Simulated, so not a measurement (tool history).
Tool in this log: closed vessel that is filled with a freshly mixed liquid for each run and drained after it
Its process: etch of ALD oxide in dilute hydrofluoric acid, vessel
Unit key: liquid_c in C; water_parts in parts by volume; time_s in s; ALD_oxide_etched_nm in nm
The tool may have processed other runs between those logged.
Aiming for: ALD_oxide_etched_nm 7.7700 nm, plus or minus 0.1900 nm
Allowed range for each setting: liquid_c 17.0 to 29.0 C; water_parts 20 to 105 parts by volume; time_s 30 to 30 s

{"run": 1, "hour": 0.0, "liquid_c": 21.0, "water_parts": 55, "time_s": 30, "ALD_oxide_etched_nm": 5.5774}
{"run": 2, "hour": 3.5, "liquid_c": 23.0, "water_parts": 55, "time_s": 30, "ALD_oxide_etched_nm": 6.0284}
{"run": 3, "hour": 7.1, "liquid_c": 24.0, "water_parts": 55, "time_s": 30, "ALD_oxide_etched_nm": 6.2784}
{"run": 4, "hour": 15.6, "liquid_c": 25.0, "water_parts": 55, "time_s": 30, "ALD_oxide_etched_nm": 6.5889}
{"run": 5, "hour": 24.9, "liquid_c": 25.5, "water_parts": 55, "time_s": 30, "ALD_oxide_etched_nm": 6.7707}
{"run": 6, "hour": 32.4, "liquid_c": 25.5, "water_parts": 40, "time_s": 30, "ALD_oxide_etched_nm": 9.3951}
{"run": 7, "hour": 33.4, "liquid_c": 25.0, "water_parts": 40, "time_s": 30, "ALD_oxide_etched_nm": 9.3277}
{"run": 8, "hour": 37.9, "liquid_c": 24.5, "water_parts": 40, "time_s": 30, "ALD_oxide_etched_nm": 9.0878}

Pick the move, out of 4, that brings all results within their allowed miss; only one does.
{"run": "A", "hour": 42.4, "liquid_c": 22.0, "water_parts": 40, "time_s": 30, "ALD_oxide_etched_nm": "?"}
{"run": "B", "hour": 42.4, "liquid_c": 24.0, "water_parts": 45, "time_s": 30, "ALD_oxide_etched_nm": "?"}
{"run": "C", "hour": 42.4, "liquid_c": 22.5, "water_parts": 40, "time_s": 30, "ALD_oxide_etched_nm": "?"}
{"run": "D", "hour": 42.4, "liquid_c": 22.0, "water_parts": 45, "time_s": 30, "ALD_oxide_etched_nm": "?"}

move=A ALD_oxide_etched_nm=8.1469
move=B ALD_oxide_etched_nm=7.8208
move=C ALD_oxide_etched_nm=8.3200
move=D ALD_oxide_etched_nm=7.1959
A: nearer than the last run, and not there yet
B: meets every target
C: nearer than the last run, and not there yet
D: takes the result that was furthest off past its target
Move B is the one to make.
